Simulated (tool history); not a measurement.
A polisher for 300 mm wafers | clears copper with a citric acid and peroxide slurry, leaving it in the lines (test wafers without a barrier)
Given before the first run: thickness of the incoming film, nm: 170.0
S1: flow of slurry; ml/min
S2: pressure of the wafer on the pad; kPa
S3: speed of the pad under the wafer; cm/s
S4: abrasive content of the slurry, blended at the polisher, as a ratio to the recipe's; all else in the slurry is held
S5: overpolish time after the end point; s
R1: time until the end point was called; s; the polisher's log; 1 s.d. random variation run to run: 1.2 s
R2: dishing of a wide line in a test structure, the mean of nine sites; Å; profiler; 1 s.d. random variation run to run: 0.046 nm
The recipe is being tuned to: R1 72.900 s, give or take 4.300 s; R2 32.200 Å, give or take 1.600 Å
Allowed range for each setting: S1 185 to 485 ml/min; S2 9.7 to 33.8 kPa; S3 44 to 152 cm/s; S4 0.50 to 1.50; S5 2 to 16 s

run  hour   S1    S2   S3    S4  S5      R1       R2
  1   0.0  310  21.4   98  1.00   8  60.992  122.180
  2   1.4  355  21.4   98  1.00   8  60.107  122.910
  3   3.8  355  21.4   98  1.00   5  62.317   84.896
  4   7.2  395  17.9  100  1.00   4  69.004   63.122
  5  15.8  395  22.1  100  1.00   4  55.254   75.631
  6  17.9  395  22.1  100  1.00   2  55.359   40.990
  7  20.9  345  21.4   96  1.00   2  60.440   38.266
     23.5  -- head pressure recalibrated
  8  23.5  320  20.0   96  1.00   2  61.636   37.094

Of the 5 settings listed for the next run, only one would bring every result within its allowed miss of target. Which one?
  A  26.1  325  17.9   92  0.90   2   ?   ?
  B  26.1  265  20.0  120  1.10   2   ?   ?
  C  26.1  290  20.7   72  1.10   3   ?   ?
  D  26.1  305  20.0   74  0.90   2   ?   ?
  E  26.1  300  17.9  104  1.15   2   ?   ?

move      R1      R2
   A  73.845  31.596
   B  49.963  45.259
   C  78.981  43.207
   D  82.658  28.444
   E  62.467  36.899
A: every result lands within tolerance
B: lands further from the targets than the last run did
C: lands further from the targets than the last run did
D: takes the result that was furthest off past its target
E: no better and no worse than the last run
Go with A: it meets all targets.
